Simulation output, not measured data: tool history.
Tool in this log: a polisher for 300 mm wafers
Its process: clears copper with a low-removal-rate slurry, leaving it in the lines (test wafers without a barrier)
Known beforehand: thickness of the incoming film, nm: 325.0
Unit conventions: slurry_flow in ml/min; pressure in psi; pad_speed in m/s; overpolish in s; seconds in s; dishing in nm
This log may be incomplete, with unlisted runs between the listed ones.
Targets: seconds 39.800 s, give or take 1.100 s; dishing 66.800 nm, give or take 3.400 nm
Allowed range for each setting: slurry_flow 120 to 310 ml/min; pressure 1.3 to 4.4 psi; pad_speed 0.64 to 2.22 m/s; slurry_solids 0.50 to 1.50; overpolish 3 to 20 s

run  hour  slurry_flow  pressure  pad_speed  slurry_solids  overpolish  seconds  dishing
  1   0.0          200       2.8       1.42           1.00          10   68.333   27.527
  2   4.2          200       3.0       1.42           1.00          11   65.436   31.713
  3  11.7          240       3.0       1.42           1.00          11   63.771   31.427
  4  16.8          240       3.2       1.44           1.00          11   59.008   35.244
  5  19.7          240       3.9       1.44           1.00          11   48.839   40.398
  6  22.2          220       3.9       1.44           1.00          11   48.258   40.703
  7  30.8          220       3.9       1.44           1.00          11   48.360   39.705
  8  39.2          220       3.9       1.44           1.00          11   49.861   40.731
  9  44.7          220       4.0       1.46           1.00          11   47.099   42.469
 10  48.1          220       4.0       1.48           1.00          11   46.074   42.317
 11  50.4          220       4.0       1.50           1.00          11   45.708   42.055
 12  57.8          215       4.4       1.50           1.00          16   41.243   62.487
 13  63.2          220       4.4       1.52           1.00          16   41.354   61.920

Pick the move, out of 5, that brings all results within their allowed miss; only one does.
  A  68.6          295       4.1       1.64           1.05          17        ?        ?
  B  68.6          185       4.4       1.38           1.20          15        ?        ?
  C  68.6          230       4.3       1.68           1.05          18        ?        ?
  D  68.6          230       4.2       1.52           0.95          13        ?        ?
  E  68.6          250       4.4       1.60           1.05          16        ?        ?

move  seconds  dishing
   A   38.739   68.187
   B   43.200   57.712
   C   36.930   73.611
   D   42.751   51.922
   E   37.568   67.127
A: each result inside its tolerance
B: misses by more than the last run did
C: carries the result that was furthest off beyond its target, to the other side
D: misses by more than the last run did
E: corrects the largest miss of the last run, while another result sits out of spec
The move that meets every target is A.
